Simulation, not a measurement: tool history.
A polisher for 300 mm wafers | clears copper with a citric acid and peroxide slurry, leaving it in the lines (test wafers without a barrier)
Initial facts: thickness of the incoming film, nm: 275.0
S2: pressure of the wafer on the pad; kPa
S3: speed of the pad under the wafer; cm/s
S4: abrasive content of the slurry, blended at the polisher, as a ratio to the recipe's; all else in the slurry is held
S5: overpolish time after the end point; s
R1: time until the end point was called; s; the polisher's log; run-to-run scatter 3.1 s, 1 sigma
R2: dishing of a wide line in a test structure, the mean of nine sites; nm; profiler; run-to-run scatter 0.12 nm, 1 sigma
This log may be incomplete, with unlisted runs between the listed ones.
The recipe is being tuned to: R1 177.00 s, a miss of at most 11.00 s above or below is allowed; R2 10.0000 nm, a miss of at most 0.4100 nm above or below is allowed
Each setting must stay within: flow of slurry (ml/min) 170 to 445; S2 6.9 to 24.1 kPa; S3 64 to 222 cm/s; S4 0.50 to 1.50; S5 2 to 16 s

{"run": 1, "hour": 0.0, "flow of slurry (ml/min)": 285, "S2": 15.2, "S3": 142, "S4": 1.0, "S5": 8, "R1": 147.57, "R2": 11.817}
{"run": 2, "hour": 7.1, "flow of slurry (ml/min)": 285, "S2": 14.5, "S3": 142, "S4": 1.0, "S5": 8, "R1": 146.96, "R2": 11.682}
{"run": 3, "hour": 7.8, "flow of slurry (ml/min)": 285, "S2": 17.2, "S3": 142, "S4": 1.0, "S5": 8, "R1": 137.54, "R2": 13.107}
{"run": 4, "hour": 16.8, "flow of slurry (ml/min)": 330, "S2": 17.2, "S3": 142, "S4": 1.0, "S5": 8, "R1": 132.19, "R2": 13.255}
{"run": 5, "hour": 21.5, "flow of slurry (ml/min)": 390, "S2": 17.2, "S3": 142, "S4": 1.0, "S5": 8, "R1": 132.4, "R2": 13.24}
{"run": 6, "hour": 22.3, "flow of slurry (ml/min)": 390, "S2": 15.2, "S3": 142, "S4": 1.0, "S5": 8, "R1": 144.84, "R2": 12.443}
{"run": 7, "hour": 28.2, "flow of slurry (ml/min)": 390, "S2": 13.8, "S3": 142, "S4": 1.0, "S5": 8, "R1": 150.68, "R2": 11.744}
{"run": 8, "hour": 30.1, "flow of slurry (ml/min)": 385, "S2": 9.7, "S3": 140, "S4": 1.0, "S5": 8, "R1": 182.53, "R2": 9.5349}

Consider the 5 candidate settings below. Which is the only one whose results all fall within their allowed miss of target?
{"run": "A", "hour": 32.0, "flow of slurry (ml/min)": 380, "S2": 7.6, "S3": 138, "S4": 1.05, "S5": 9, "R1": "?", "R2": "?"}
{"run": "B", "hour": 32.0, "flow of slurry (ml/min)": 395, "S2": 8.3, "S3": 160, "S4": 0.85, "S5": 7, "R1": "?", "R2": "?"}
{"run": "C", "hour": 32.0, "flow of slurry (ml/min)": 185, "S2": 8.3, "S3": 142, "S4": 1.05, "S5": 9, "R1": "?", "R2": "?"}
{"run": "D", "hour": 32.0, "flow of slurry (ml/min)": 345, "S2": 9.7, "S3": 156, "S4": 0.75, "S5": 8, "R1": "?", "R2": "?"}
{"run": "E", "hour": 32.0, "flow of slurry (ml/min)": 235, "S2": 10.3, "S3": 138, "S4": 0.9, "S5": 8, "R1": "?", "R2": "?"}

move=A R1=211.14 R2=9.7478
move=B R1=180.84 R2=8.8956
move=C R1=208.01 R2=9.8962
move=D R1=176.46 R2=10.3630
move=E R1=192.65 R2=9.5382
A: puts the biggest miss on target and leaves a different result outside tolerance
B: the biggest miss grows against the last run
C: puts the biggest miss on target and leaves a different result outside tolerance
D: in spec on every target
E: the biggest miss grows against the last run
D meets every target.
